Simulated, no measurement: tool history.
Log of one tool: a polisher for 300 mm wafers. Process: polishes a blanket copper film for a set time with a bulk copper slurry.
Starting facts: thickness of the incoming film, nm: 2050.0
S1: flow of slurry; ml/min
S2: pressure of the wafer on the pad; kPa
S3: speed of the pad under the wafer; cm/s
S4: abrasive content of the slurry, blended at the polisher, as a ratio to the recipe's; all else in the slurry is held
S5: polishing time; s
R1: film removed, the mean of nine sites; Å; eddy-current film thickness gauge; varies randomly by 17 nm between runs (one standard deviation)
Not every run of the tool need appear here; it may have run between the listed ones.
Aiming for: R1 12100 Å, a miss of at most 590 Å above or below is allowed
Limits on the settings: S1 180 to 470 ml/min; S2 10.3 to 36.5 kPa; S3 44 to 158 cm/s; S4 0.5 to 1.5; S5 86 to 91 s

run	hour	S1	S2	S3	S4	S5	R1
1	0	300	23.4	100	1	86	9219.8
2	2.5	300	24.8	100	1	86	9517.6
3	8.3	300	26.2	100	1	86	10321
4	14.4	300	26.2	100	0.85	86	9894.2
5	16.5	300	26.2	100	1.05	86	10249
6	24.5	300	26.2	100	1.05	86	10383
7	29.8	300	26.2	100	1.05	86	10313
8	37.3	300	26.9	100	1.05	86	10612
9	45.7	300	27.6	100	1.05	86	11043
10	46.2	300	28.3	100	1.05	86	11150
11	54.2	300	29	100	1.05	86	11237

5 next moves are on the table. One of them brings every result within its allowed miss. Which?
A	62.2	335	31.7	82	1.05	86	?
B	62.2	260	26.2	100	1.05	86	?
C	62.2	225	25.5	98	0.9	89	?
D	62.2	315	25.5	120	1.1	86	?
E	62.2	315	31.7	80	1.05	86	?

move	R1
A	10049
B	9849.4
C	9306.9
D	11790
E	9758.8
A: lands further from the targets than the last run did
B: lands further from the targets than the last run did
C: lands further from the targets than the last run did
D: all results in spec
E: lands further from the targets than the last run did
Answer: D
